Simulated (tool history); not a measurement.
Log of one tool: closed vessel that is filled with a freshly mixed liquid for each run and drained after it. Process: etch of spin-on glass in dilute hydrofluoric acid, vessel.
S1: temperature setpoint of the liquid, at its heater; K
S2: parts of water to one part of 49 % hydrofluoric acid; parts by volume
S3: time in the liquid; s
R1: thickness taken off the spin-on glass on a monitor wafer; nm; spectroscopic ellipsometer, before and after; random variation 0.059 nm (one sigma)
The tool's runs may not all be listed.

Run 1, hour 0: S1 297.15 K, S2 195 parts by volume, S3 130 s. Result: R1 20.244 nm.
Run 2, hour 6.8: S1 296.15 K, S2 195 parts by volume, S3 130 s. Result: R1 19.658 nm.
Run 3, hour 11.6: S1 295.15 K, S2 195 parts by volume, S3 130 s. Result: R1 18.789 nm.
Run 4, hour 20: S1 295.15 K, S2 145 parts by volume, S3 130 s. Result: R1 26.893 nm.
Run 5, hour 21.7: S1 293.65 K, S2 155 parts by volume, S3 130 s. Result: R1 23.199 nm.
Run 6, hour 25.7: S1 293.65 K, S2 120 parts by volume, S3 130 s. Result: R1 31.369 nm.
Run 7, hour 33.4: S1 292.65 K, S2 140 parts by volume, S3 130 s. Result: R1 25.295 nm.
Run 8, hour 35.2: S1 292.15 K, S2 150 parts by volume, S3 130 s. Result: R1 22.984 nm.
At hour 36.7: hydrofluoric acid flow meter replaced.
Run 9, hour 36.7: S1 291.65 K, S2 160 parts by volume, S3 130 s. Result: R1 22.499 nm.
Run 10, hour 42.7: S1 290.15 K, S2 215 parts by volume, S3 130 s. Result: R1 14.948 nm.
Run 11, hour 46: S1 291.65 K, S2 215 parts by volume, S3 130 s. Result: R1 15.959 nm.

Forecast run 12:
Run 12, hour 51.5: S1 292.65 K, S2 215 parts by volume, S3 130 s. Result: R1 ?.

Run 12 gave R1 16.557 nm.
